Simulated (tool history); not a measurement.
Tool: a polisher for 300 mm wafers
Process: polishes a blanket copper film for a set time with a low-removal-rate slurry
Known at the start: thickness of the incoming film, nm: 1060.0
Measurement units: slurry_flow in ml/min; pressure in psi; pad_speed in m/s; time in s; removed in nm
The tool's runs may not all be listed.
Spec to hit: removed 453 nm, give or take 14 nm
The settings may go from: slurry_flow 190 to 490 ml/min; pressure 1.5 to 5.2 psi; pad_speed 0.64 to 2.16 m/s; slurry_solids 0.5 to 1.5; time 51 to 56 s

run,hour,slurry_flow,pressure,pad_speed,slurry_solids,time,removed
1,0,315,3.3,1.4,1,56,305.24
2,2.9,315,3.3,1.4,1,56,302.65
3,8.7,315,3.7,1.4,1,56,332.65
4,12.3,315,4.1,1.4,1,56,350.67
5,19.1,315,4.4,1.42,1,56,368.63
6,23.3,315,4.7,1.46,1,56,399.53
7,25.9,315,4.9,1.48,1,56,418.07
8,28.8,315,5,1.5,1,56,423.97

Consider the 5 candidate settings below. Which is the only one whose results all fall within their allowed miss of target?
A,31.7,255,4.8,1.72,0.95,51,?
B,31.7,305,5.2,1.42,1,56,?
C,31.7,390,3.9,1.78,1.5,55,?
D,31.7,220,5.2,1.76,0.7,56,?
E,31.7,355,5.2,1.6,1.05,56,?

move,removed
A,425.52
B,418.31
C,458.98
D,477.73
E,478.03
A: an improvement on the last run, though not all results are within tolerance
B: its largest miss is bigger than the last run's
C: each result inside its tolerance
D: the result that was furthest off in the last run now lies on the other side of its target
E: the result that was furthest off in the last run now lies on the other side of its target
The move that meets every target is C.
